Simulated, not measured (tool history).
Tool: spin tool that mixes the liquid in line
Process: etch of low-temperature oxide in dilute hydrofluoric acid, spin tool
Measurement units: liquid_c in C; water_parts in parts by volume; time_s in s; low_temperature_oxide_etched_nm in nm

run	hour	liquid_c	water_parts	time_s	low_temperature_oxide_etched_nm
1	0	22	60	135	48.442
2	2.5	24.5	50	135	65.476
3	7.7	22.5	50	135	60.373
4	13.9	24	50	135	64.034
5	15.6	26	45	135	78.009
6	18.8	27	45	135	80.542

What does the tool deliver on the next run?
7	22.4	28	45	135	?

Run 7 produced low_temperature_oxide_etched_nm 84.205 nm.
